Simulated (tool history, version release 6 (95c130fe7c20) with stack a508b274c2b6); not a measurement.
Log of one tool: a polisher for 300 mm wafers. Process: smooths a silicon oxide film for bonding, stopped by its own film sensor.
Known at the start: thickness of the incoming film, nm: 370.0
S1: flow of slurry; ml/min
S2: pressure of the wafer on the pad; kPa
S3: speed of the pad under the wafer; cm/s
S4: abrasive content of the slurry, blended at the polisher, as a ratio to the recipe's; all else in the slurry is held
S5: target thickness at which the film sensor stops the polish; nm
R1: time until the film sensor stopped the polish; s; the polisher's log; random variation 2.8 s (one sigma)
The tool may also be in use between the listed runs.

Run 1, hour 0.0: S1 160 ml/min, S2 13.1 kPa, S3 116 cm/s, S4 1.00, S5 317 nm. Result: R1 82.983 s.
Run 2, hour 2.4: S1 160 ml/min, S2 13.1 kPa, S3 134 cm/s, S4 1.00, S5 317 nm. Result: R1 71.921 s.
Run 3, hour 7.0: S1 160 ml/min, S2 13.1 kPa, S3 134 cm/s, S4 1.20, S5 317 nm. Result: R1 66.838 s.
Run 4, hour 9.3: S1 160 ml/min, S2 13.1 kPa, S3 134 cm/s, S4 1.20, S5 317 nm. Result: R1 66.617 s.
Run 5, hour 14.9: S1 160 ml/min, S2 11.7 kPa, S3 124 cm/s, S4 1.20, S5 317 nm. Result: R1 77.869 s.
Run 6, hour 18.7: S1 160 ml/min, S2 11.7 kPa, S3 136 cm/s, S4 1.20, S5 317 nm. Result: R1 71.049 s.
Run 7, hour 27.1: S1 160 ml/min, S2 11.7 kPa, S3 136 cm/s, S4 1.20, S5 317 nm. Result: R1 72.585 s.
Run 8, hour 32.3: S1 160 ml/min, S2 10.3 kPa, S3 126 cm/s, S4 1.15, S5 317 nm. Result: R1 91.251 s.
Run 9, hour 34.8: S1 160 ml/min, S2 9.7 kPa, S3 122 cm/s, S4 1.15, S5 317 nm. Result: R1 98.091 s.

Forecast run 10:
Run 10, hour 37.3: S1 160 ml/min, S2 9.0 kPa, S3 116 cm/s, S4 1.15, S5 317 nm. Result: R1 ?.

R1: 104.950 s
